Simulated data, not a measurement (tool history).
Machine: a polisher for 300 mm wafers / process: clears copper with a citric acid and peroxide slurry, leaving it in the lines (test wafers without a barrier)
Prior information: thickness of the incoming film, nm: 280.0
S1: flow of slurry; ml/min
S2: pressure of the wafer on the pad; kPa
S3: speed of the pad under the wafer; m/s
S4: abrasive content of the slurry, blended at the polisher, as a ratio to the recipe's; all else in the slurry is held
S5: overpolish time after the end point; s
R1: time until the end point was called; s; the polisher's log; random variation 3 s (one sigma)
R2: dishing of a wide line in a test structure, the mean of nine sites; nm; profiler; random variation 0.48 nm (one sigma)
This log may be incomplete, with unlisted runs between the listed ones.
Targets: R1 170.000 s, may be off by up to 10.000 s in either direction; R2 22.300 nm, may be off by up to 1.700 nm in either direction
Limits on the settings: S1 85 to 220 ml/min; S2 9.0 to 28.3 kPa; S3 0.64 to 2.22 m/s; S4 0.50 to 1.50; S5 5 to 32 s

| run | day | S1 | S2 | S3 | S4 | S5 | R1 | R2 |
|---|---|---|---|---|---|---|---|---|
| 1 | 0.000 | 140 | 18.6 | 1.42 | 1.00 | 16 | 93.895 | 32.788 |
| 2 | 0.317 | 140 | 15.2 | 1.38 | 1.00 | 17 | 108.300 | 29.625 |
| 3 | 0.388 | 140 | 15.2 | 1.56 | 1.00 | 17 | 102.820 | 30.133 |
| 4 | 0.596 | 135 | 13.1 | 1.42 | 1.00 | 18 | 123.800 | 27.031 |
| 5 | 0.958 | 135 | 13.1 | 1.42 | 1.00 | 13 | 122.940 | 20.953 |
| 6 | 1.183 | 135 | 13.1 | 1.42 | 1.00 | 10 | 123.100 | 17.144 |
| 7 | 1.246 | 130 | 11.7 | 1.36 | 1.00 | 13 | 144.260 | 18.701 |
| 8 | 1.596 | 120 | 11.7 | 1.34 | 1.00 | 15 | 143.990 | 20.180 |
| 9 | 1.675 | 115 | 11.0 | 1.32 | 1.00 | 17 | 154.450 | 21.941 |
| 10 | 1.783 | 110 | 11.0 | 1.32 | 1.00 | 18 | 155.810 | 22.618 |
| 11 | 2.042 | 105 | 11.0 | 1.32 | 1.00 | 18 | 160.250 | 22.481 |

Of the 4 settings listed for the next run, only one would bring every result within its allowed miss of target. Which one?
| A | 2.300 | 120 | 11.0 | 1.12 | 1.05 | 19 | ? | ? |
| B | 2.300 | 95 | 11.7 | 1.42 | 1.10 | 16 | ? | ? |
| C | 2.300 | 100 | 12.4 | 1.28 | 1.15 | 17 | ? | ? |
| D | 2.300 | 95 | 11.7 | 1.46 | 1.15 | 15 | ? | ? |

| move | R1 | R2 |
|---|---|---|
| A | 167.000 | 22.495 |
| B | 145.320 | 21.912 |
| C | 144.240 | 23.264 |
| D | 141.310 | 21.239 |
A: all results in spec
B: its largest miss is bigger than the last run's
C: its largest miss is bigger than the last run's
D: its largest miss is bigger than the last run's
A is the move that brings every result within its allowed miss.
